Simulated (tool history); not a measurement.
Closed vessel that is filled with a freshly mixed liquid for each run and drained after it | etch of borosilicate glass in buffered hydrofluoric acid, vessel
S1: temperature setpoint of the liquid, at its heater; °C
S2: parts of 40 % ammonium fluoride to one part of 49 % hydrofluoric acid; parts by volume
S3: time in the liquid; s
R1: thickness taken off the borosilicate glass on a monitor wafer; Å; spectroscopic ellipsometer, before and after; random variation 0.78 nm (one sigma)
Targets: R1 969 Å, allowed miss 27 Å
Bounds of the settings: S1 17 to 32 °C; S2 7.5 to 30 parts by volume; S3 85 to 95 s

| run | hour | S1 | S2 | S3 | R1 |
|---|---|---|---|---|---|
| 1 | 0 | 25 | 22 | 85 | 536.16 |
| 2 | 6.5 | 27 | 20 | 85 | 636.59 |
| 3 | 7.5 | 27 | 25.5 | 85 | 534.04 |
| 4 | 10.9 | 28.5 | 22.5 | 85 | 628.92 |
| 5 | 14.9 | 29.5 | 20 | 85 | 721.95 |
| 6 | 18 | 29.5 | 16.5 | 85 | 887.85 |
| 7 | 23.7 | 30 | 16.5 | 85 | 889.31 |
| 8 | 26.4 | 30.5 | 16.5 | 85 | 916.75 |

4 next moves are on the table. One of them brings every result within its allowed miss. Which?
| A | 29.1 | 30.5 | 16.5 | 90 | ? |
| B | 29.1 | 28.5 | 13 | 85 | ? |
| C | 29.1 | 29.5 | 16.5 | 90 | ? |
| D | 29.1 | 30 | 14 | 85 | ? |

| move | R1 |
|---|---|
| A | 968.15 |
| B | 1042.6 |
| C | 919.19 |
| D | 1047.8 |
A: meets every target
B: takes the result that was furthest off past its target
C: as far off as the last run
D: takes the result that was furthest off past its target
Move A is the one to make.
